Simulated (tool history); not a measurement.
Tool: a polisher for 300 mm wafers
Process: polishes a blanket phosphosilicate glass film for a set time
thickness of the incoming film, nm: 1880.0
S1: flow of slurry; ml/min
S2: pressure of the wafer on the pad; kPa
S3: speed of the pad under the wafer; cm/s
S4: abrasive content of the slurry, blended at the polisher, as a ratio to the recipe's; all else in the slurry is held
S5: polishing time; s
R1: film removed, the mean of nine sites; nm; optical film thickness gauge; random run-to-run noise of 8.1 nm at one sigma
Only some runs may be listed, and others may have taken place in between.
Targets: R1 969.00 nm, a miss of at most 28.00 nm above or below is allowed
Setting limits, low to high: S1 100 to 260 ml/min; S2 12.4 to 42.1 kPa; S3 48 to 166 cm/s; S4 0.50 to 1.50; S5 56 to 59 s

run  hour   S1    S2   S3    S4  S5      R1
  1   0.0  165  26.9  106  1.00  56  632.94
  2   6.9  175  29.6  106  1.00  56  697.45
  3  13.6  180  32.4  106  1.00  56  757.75
  4  14.9  180  32.4  106  1.00  56  750.40
  5  20.7  180  34.5  106  1.00  56  804.01
  6  22.8  185  35.9  106  1.00  56  828.65
  7  23.5  185  37.2  106  1.00  56  861.98
  8  26.5  190  38.6  106  1.00  56  891.28
  9  32.0  190  39.3  106  1.00  56  924.90

Exactly one of the 4 candidate moves below puts every result within its allowed miss. Which one?
  A  37.5  220  37.2  102  0.95  58   ?
  B  37.5  220  29.6  124  1.05  59   ?
  C  37.5  165  41.4  106  0.95  59   ?
  D  37.5  260  39.3   98  0.85  59   ?

move      R1
   A  868.41
   B  880.08
   C  962.39
   D  865.42
A: misses by more than the last run did
B: misses by more than the last run did
C: in spec on every target
D: misses by more than the last run did
The move that meets every target is C.

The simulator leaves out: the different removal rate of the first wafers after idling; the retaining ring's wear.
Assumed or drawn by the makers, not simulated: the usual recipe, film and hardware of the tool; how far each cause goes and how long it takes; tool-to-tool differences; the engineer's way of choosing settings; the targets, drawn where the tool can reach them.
